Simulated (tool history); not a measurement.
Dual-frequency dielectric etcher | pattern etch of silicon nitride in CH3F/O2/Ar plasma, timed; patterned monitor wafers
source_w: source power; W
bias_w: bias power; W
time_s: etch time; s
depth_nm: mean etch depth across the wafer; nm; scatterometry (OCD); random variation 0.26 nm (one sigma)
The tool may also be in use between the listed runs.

Run 1, hour 0: source_w 460 W, bias_w 80 W, time_s 79 s. Result: depth_nm 59.022 nm.
Run 2, hour 7.2: source_w 520 W, bias_w 80 W, time_s 79 s. Result: depth_nm 61.344 nm.
Run 3, hour 11.4: source_w 470 W, bias_w 77 W, time_s 79 s. Result: depth_nm 59.098 nm.
Run 4, hour 13.2: source_w 430 W, bias_w 74 W, time_s 79 s. Result: depth_nm 56.129 nm.
Run 5, hour 21.1: source_w 410 W, bias_w 73 W, time_s 79 s. Result: depth_nm 55.2 nm.
Run 6, hour 29.1: source_w 390 W, bias_w 72 W, time_s 79 s. Result: depth_nm 54.259 nm.
Run 7, hour 31.3: source_w 310 W, bias_w 69 W, time_s 79 s. Result: depth_nm 49.052 nm.

Run 8 comes next. What will it give?
Run 8, hour 36.3: source_w 320 W, bias_w 69 W, time_s 79 s. Result: depth_nm ?.

{"run 8": {"depth_nm": 49.527}}
